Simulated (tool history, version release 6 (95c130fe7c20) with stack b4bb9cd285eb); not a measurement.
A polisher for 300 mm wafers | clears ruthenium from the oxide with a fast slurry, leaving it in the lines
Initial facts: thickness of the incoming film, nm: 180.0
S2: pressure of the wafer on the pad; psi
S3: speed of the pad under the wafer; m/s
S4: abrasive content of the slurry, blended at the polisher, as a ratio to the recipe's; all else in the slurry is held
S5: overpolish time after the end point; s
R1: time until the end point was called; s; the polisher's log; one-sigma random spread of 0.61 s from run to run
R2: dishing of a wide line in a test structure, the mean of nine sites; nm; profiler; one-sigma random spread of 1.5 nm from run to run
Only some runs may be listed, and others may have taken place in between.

Run 1, hour 0: flow of slurry (ml/min) 185, S2 1.7 psi, S3 1.04 m/s, S4 1, S5 22 s. Result: R1 69.508 s, R2 38.482 nm.
Run 2, hour 7.1: flow of slurry (ml/min) 185, S2 1.9 psi, S3 1.06 m/s, S4 1, S5 23 s. Result: R1 62.609 s, R2 42.257 nm.
Run 3, hour 11.2: flow of slurry (ml/min) 185, S2 1.9 psi, S3 0.94 m/s, S4 1, S5 23 s. Result: R1 69.705 s, R2 39.98 nm.
Run 4, hour 12.4: flow of slurry (ml/min) 185, S2 1.9 psi, S3 0.94 m/s, S4 0.9, S5 23 s. Result: R1 71.41 s, R2 38.748 nm.
Run 5, hour 13.8: flow of slurry (ml/min) 185, S2 2.1 psi, S3 0.98 m/s, S4 0.9, S5 24 s. Result: R1 63.829 s, R2 43.388 nm.
Run 6, hour 18.3: flow of slurry (ml/min) 185, S2 2.2 psi, S3 1.04 m/s, S4 0.9, S5 25 s. Result: R1 56.312 s, R2 48.55 nm.

What will run 7 give?
Run 7, hour 19.5: flow of slurry (ml/min) 185, S2 2.3 psi, S3 1.06 m/s, S4 0.9, S5 25 s. Result: R1 ?, R2 ?.

{"run 7": {"R1": 53.098, "R2": 51.097}}
